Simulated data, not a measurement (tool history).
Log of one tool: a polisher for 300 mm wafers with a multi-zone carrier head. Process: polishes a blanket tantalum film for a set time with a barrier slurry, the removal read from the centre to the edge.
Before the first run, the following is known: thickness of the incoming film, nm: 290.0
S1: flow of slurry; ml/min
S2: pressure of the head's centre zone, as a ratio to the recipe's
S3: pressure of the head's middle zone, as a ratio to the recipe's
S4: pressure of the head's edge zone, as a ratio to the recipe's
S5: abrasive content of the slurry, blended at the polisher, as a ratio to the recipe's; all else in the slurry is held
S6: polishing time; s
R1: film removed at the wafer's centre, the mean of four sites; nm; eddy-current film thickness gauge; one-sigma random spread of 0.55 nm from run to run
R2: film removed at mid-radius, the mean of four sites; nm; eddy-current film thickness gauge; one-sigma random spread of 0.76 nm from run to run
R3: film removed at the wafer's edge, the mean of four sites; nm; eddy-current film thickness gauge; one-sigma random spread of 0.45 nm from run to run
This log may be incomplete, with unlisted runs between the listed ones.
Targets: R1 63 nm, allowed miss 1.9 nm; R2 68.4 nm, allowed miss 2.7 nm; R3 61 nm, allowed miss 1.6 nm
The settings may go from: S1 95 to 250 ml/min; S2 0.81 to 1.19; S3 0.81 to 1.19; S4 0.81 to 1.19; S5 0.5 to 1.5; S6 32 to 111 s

run 1 hour=0 | S1=160 S2=1 S3=1 S4=1 S5=1 S6=71 | R1=104.67 R2=104.4 R3=107.64
run 2 hour=3.1 | S1=155 S2=0.99 S3=1.02 S4=0.96 S5=0.85 S6=65 | R1=91.22 R2=92.195 R3=92.179
run 3 hour=5.1 | S1=155 S2=0.99 S3=1.02 S4=1.02 S5=0.85 S6=65 | R1=89.94 R2=93.814 R3=94.882
run 4 hour=9.8 | S1=155 S2=0.98 S3=1.04 S4=0.98 S5=0.75 S6=61 | R1=80.51 R2=85.354 R3=83.978
run 5 hour=16.7 | S1=155 S2=0.98 S3=1.05 S4=0.94 S5=0.7 S6=58 | R1=77.214 R2=80.086 R3=77.076
run 6 hour=20.8 | S1=150 S2=0.97 S3=1.06 S4=0.91 S5=0.65 S6=57 | R1=70.916 R2=78.079 R3=73.193
run 7 hour=26.6 | S1=145 S2=0.98 S3=1.06 S4=0.89 S5=0.6 S6=56 | R1=67.795 R2=73.976 R3=68.246
-- hour=27.7 slurry nozzle cleaned
run 8 hour=27.7 | S1=145 S2=0.98 S3=1.06 S4=0.89 S5=0.6 S6=56 | R1=75.172 R2=80.255 R3=72.953
run 9 hour=36.3 | S1=125 S2=0.95 S3=1.05 S4=0.81 S5=0.5 S6=48 | R1=56.77 R2=62.842 R3=55.464
run 10 hour=44.1 | S1=140 S2=0.95 S3=1.05 S4=0.82 S5=0.5 S6=48 | R1=58.344 R2=64.813 R3=55.76
run 11 hour=49.4 | S1=145 S2=0.96 S3=1.05 S4=0.84 S5=0.5 S6=48 | R1=59.91 R2=65.577 R3=57.868

5 candidate next runs follow, results not yet known. Just one meets every target within its allowed miss. Identify it.
run A hour=54.7 | S1=175 S2=0.87 S3=1.19 S4=0.92 S5=0.5 S6=46 | R1=? R2=? R3=?
run B hour=54.7 | S1=110 S2=1.01 S3=1.11 S4=0.9 S5=0.55 S6=50 | R1=? R2=? R3=?
run C hour=54.7 | S1=165 S2=0.92 S3=1.05 S4=0.81 S5=0.5 S6=46 | R1=? R2=? R3=?
run D hour=54.7 | S1=160 S2=0.93 S3=0.99 S4=0.9 S5=0.5 S6=51 | R1=? R2=? R3=?
run E hour=54.7 | S1=205 S2=0.96 S3=1.05 S4=0.81 S5=0.5 S6=44 | R1=? R2=? R3=?

move=A R1=54.233 R2=70.967 R3=59.326
move=B R1=63.115 R2=67.805 R3=61.386
move=C R1=56.676 R2=63.095 R3=55.718
move=D R1=63.107 R2=66.177 R3=64.55
move=E R1=58.813 R2=62.446 R3=54.663
A: lands further from the targets than the last run did
B: each result inside its tolerance
C: lands further from the targets than the last run did
D: the result that was furthest off in the last run now lies on the other side of its target
E: lands further from the targets than the last run did
B is the move that brings every result within its allowed miss.
